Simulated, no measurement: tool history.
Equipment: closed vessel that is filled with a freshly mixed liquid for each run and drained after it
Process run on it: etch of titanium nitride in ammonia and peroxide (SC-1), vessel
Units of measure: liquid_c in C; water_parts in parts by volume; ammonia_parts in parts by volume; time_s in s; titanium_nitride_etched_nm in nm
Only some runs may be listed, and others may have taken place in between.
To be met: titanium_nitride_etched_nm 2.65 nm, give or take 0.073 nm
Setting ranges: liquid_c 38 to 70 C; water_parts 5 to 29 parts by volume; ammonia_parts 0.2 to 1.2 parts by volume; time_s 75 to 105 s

run,hour,liquid_c,water_parts,ammonia_parts,time_s,titanium_nitride_etched_nm
1,0,54,16,0.8,105,6.1777
2,7,54,16,0.8,105,6.1408
3,9.7,54,21,0.8,105,5.3037
4,13.4,54,21,0.55,105,4.9657
5,20.2,48,21,0.55,105,3.2722
6,29,51,21,0.55,105,4.0611
7,30.9,50,21,0.55,105,3.7749
8,39.5,49,21,0.55,105,3.5092
9,47.6,44,21,0.55,105,2.4516
10,57,44.5,21,0.55,105,2.5469

Of the 4 settings listed for the next run, only one would bring every result within its allowed miss of target. Which one?
A,66.4,44.5,24,0.65,105,?
B,66.4,44,18.5,0.55,105,?
C,66.4,48.5,21,0.7,75,?
D,66.4,46.5,20,0.2,105,?

move,titanium_nitride_etched_nm
A,2.4428
B,2.6417
C,2.5337
D,2.4969
A: moves away from the targets compared with the last run
B: hits every target within its allowed miss
C: moves away from the targets compared with the last run
D: moves away from the targets compared with the last run
Move B is the one to make.
